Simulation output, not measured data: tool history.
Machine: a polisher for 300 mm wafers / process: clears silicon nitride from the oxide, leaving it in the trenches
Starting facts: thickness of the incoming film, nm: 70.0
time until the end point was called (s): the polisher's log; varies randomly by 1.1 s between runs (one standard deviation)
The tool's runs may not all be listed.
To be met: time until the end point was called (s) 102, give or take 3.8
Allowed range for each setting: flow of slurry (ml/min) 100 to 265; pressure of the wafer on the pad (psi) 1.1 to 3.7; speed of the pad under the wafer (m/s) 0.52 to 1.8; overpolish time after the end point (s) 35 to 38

run,hour,flow of slurry (ml/min),pressure of the wafer on the pad (psi),speed of the pad under the wafer (m/s),overpolish time after the end point (s),time until the end point was called (s)
1,0,170,2.4,1.16,35,74.825
2,3.5,170,2.4,1.16,38,74.908
3,11.9,200,2.4,1.16,38,72.641
4,19.9,195,2.2,1.16,38,79.661
5,27.2,195,2.2,1.16,35,78.611
6,31.1,185,2,1.16,35,87.548
7,35.2,180,1.9,1.16,35,93.678
8,37.2,170,1.9,1.16,35,95.207
# hour 42.2: slurry nozzle cleaned
9,42.2,165,1.9,1.16,35,85.814
10,50.6,215,1.7,1.16,35,93.15
11,52,205,1.7,1.16,35,93.361
12,52.7,195,1.7,1.16,35,94.383

Exercise: of the 4 proposed moves below, exactly one satisfies all targets within the stated allowed misses. Which move is it?
A,53.4,245,1.5,1.5,38,?
B,53.4,200,1.6,0.98,35,?
C,53.4,170,1.8,1.28,37,?
D,53.4,175,1.9,0.9,35,?

move,time until the end point was called (s)
A,83.311
B,110.75
C,83.271
D,101.76
A: misses by more than the last run did
B: takes the biggest miss from the last run beyond its target
C: misses by more than the last run did
D: in spec on every target
Correct choice: D, which meets every target
